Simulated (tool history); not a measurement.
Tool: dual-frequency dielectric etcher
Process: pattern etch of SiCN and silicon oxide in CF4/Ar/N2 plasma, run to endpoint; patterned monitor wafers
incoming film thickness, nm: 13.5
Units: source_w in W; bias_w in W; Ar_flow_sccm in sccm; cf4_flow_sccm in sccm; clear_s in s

run	hour	source_w	bias_w	Ar_flow_sccm	cf4_flow_sccm	clear_s
1	0.0	360	92	136	58	19.677
2	8.3	360	92	121	58	19.605
3	15.0	360	78	121	58	20.208
4	22.2	380	79	120	58	19.804
5	22.7	380	79	128	58	19.907
6	30.5	350	79	128	58	20.933

Forecast run 7:
7	36.8	380	81	127	58	?

Run 7 gave clear_s 19.712 s.
